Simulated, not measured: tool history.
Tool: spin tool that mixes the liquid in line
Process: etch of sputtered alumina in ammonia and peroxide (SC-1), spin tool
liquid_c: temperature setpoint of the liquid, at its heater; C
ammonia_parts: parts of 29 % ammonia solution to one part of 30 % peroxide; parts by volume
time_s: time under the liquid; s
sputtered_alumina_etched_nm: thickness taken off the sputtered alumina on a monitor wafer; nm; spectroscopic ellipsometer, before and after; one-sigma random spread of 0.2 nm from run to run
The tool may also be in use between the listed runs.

Run 1, day 0.000: liquid_c 55.0 C, ammonia_parts 0.5 parts by volume, time_s 230 s. Result: sputtered_alumina_etched_nm 17.180 nm.
Run 2, day 0.292: liquid_c 59.5 C, ammonia_parts 0.5 parts by volume, time_s 230 s. Result: sputtered_alumina_etched_nm 21.750 nm.
Run 3, day 0.662: liquid_c 59.5 C, ammonia_parts 0.5 parts by volume, time_s 230 s. Result: sputtered_alumina_etched_nm 21.981 nm.
Run 4, day 0.983: liquid_c 59.5 C, ammonia_parts 0.5 parts by volume, time_s 230 s. Result: sputtered_alumina_etched_nm 21.836 nm.
Run 5, day 1.071: liquid_c 60.0 C, ammonia_parts 0.5 parts by volume, time_s 230 s. Result: sputtered_alumina_etched_nm 22.103 nm.
Run 6, day 1.321: liquid_c 60.5 C, ammonia_parts 0.5 parts by volume, time_s 230 s. Result: sputtered_alumina_etched_nm 22.886 nm.
Run 7, day 1.454: liquid_c 61.0 C, ammonia_parts 0.5 parts by volume, time_s 230 s. Result: sputtered_alumina_etched_nm 23.606 nm.

Estimate the outcome of run 8 from the log above:
Run 8, day 1.812: liquid_c 61.5 C, ammonia_parts 0.5 parts by volume, time_s 230 s. Result: sputtered_alumina_etched_nm ?.

For run 8 the tool returned sputtered_alumina_etched_nm 24.159 nm.
